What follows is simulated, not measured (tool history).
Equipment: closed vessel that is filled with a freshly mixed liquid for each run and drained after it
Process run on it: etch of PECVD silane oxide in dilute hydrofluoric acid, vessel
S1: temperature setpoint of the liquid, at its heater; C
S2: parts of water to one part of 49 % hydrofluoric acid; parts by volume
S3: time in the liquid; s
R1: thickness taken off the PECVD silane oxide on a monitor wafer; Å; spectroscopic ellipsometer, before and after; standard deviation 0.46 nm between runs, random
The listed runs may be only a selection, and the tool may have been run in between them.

| run | hour | S1 | S2 | S3 | R1 |
|---|---|---|---|---|---|
| 1 | 0 | 26 | 285 | 970 | 706.48 |
| 2 | 6.4 | 24.5 | 285 | 970 | 664.25 |
| 3 | 11.1 | 23.5 | 285 | 970 | 636.97 |
| 4 | 16.7 | 22.5 | 285 | 970 | 616.25 |
| 5 | 23.3 | 22.5 | 285 | 1045 | 663.44 |
| 6 | 25.3 | 21 | 285 | 1045 | 636.11 |

Predict the results of run 7:
| 7 | 28 | 20.5 | 285 | 1045 | ? |

Run 7 measured R1 615.12 Å.
